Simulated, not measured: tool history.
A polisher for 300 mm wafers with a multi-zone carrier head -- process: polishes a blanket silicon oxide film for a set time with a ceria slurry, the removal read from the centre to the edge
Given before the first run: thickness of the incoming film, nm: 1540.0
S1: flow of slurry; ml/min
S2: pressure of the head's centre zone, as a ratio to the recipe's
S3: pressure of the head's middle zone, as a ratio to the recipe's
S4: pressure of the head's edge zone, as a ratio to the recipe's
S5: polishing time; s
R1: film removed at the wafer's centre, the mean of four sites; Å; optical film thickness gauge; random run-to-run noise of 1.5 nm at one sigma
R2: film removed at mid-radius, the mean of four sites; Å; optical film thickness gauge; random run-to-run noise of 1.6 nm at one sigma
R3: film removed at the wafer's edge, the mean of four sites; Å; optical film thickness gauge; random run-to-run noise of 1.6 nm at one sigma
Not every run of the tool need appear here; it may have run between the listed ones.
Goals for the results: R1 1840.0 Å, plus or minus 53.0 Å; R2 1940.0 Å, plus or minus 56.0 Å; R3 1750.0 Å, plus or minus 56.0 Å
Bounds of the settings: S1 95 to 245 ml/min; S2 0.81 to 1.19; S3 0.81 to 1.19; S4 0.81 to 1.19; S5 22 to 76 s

run  hour   S1    S2    S3    S4  S5      R1      R2      R3
  1   0.0  155  1.00  1.00  1.00  49  1596.0  1519.6  1528.8
  2   8.6  175  1.00  1.00  1.00  49  1626.4  1546.1  1550.0
  3  13.4  175  1.05  1.00  1.00  49  1694.4  1553.8  1536.1
  4  21.2  175  1.05  1.00  1.00  39  1372.3  1232.0  1217.1
  5  25.0  180  1.05  1.02  1.01  40  1415.5  1293.5  1285.4
  6  33.3  205  1.05  1.02  1.01  40  1440.3  1295.4  1278.9
  7  34.7  200  1.05  1.03  1.01  41  1477.9  1350.9  1316.3
  8  43.7  200  1.05  1.05  1.02  42  1523.7  1394.9  1355.5
  9  52.3  200  1.05  1.05  1.02  42  1501.9  1408.5  1359.9

Consider the 4 candidate settings below. Which is the only one whose results all fall within their allowed miss of target?
  A  60.9  200  0.97  1.19  0.97  56   ?   ?   ?
  B  60.9  185  0.87  1.19  1.13  58   ?   ?   ?
  C  60.9  200  0.98  0.82  1.19  57   ?   ?   ?
  D  60.9  100  1.02  1.15  0.94  63   ?   ?   ?

move      R1      R2      R3
   A  1870.6  2063.6  1754.2
   B  1712.2  2111.6  1941.4
   C  1919.3  1586.5  1986.6
   D  1841.8  1923.4  1736.1
A: takes the result that was furthest off past its target
B: takes the result that was furthest off past its target
C: an improvement on the last run, though not all results are within tolerance
D: in spec on every target
Answer: D
